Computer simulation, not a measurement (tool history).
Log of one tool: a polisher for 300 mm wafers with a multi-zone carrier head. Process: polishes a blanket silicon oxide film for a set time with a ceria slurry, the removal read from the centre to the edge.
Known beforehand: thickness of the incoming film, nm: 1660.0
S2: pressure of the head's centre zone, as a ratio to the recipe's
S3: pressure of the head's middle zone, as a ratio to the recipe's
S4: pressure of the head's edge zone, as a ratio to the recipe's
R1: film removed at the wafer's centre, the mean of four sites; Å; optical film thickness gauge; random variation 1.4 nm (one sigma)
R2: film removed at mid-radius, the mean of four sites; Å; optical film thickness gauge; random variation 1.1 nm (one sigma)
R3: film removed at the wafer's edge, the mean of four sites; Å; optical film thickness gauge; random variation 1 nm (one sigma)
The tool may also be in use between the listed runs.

Run 1, hour 0: flow of slurry (ml/min) 145, S2 1, S3 1, S4 1, polishing time (s) 40. Result: R1 1943.9 Å, R2 2021.2 Å, R3 2052.2 Å.
Run 2, hour 0.9: flow of slurry (ml/min) 145, S2 1, S3 1.04, S4 1, polishing time (s) 40. Result: R1 1930 Å, R2 2077.6 Å, R3 2048 Å.
Run 3, hour 3.1: flow of slurry (ml/min) 130, S2 1, S3 1.04, S4 1, polishing time (s) 40. Result: R1 2007 Å, R2 2037.6 Å, R3 2002.2 Å.
Run 4, hour 11: flow of slurry (ml/min) 130, S2 1, S3 1.01, S4 1, polishing time (s) 40. Result: R1 1936.2 Å, R2 1990.6 Å, R3 2045.2 Å.
Run 5, hour 17.4: flow of slurry (ml/min) 130, S2 1, S3 0.98, S4 1, polishing time (s) 40. Result: R1 1964.5 Å, R2 1962.2 Å, R3 2024.3 Å.
Run 6, hour 25.3: flow of slurry (ml/min) 130, S2 1.07, S3 0.98, S4 1, polishing time (s) 40. Result: R1 2082.2 Å, R2 1972.1 Å, R3 1993.6 Å.
Run 7, hour 30.9: flow of slurry (ml/min) 135, S2 1.02, S3 1, S4 0.97, polishing time (s) 35. Result: R1 1764.9 Å, R2 1740.2 Å, R3 1734.4 Å.

What does the tool deliver on the next run?
Run 8, hour 32.9: flow of slurry (ml/min) 145, S2 0.97, S3 1.01, S4 0.95, polishing time (s) 32. Result: R1 ?, R2 ?, R3 ?.

Run 8 gave R1 1520.4 Å, R2 1635.6 Å, R3 1581.6 Å.
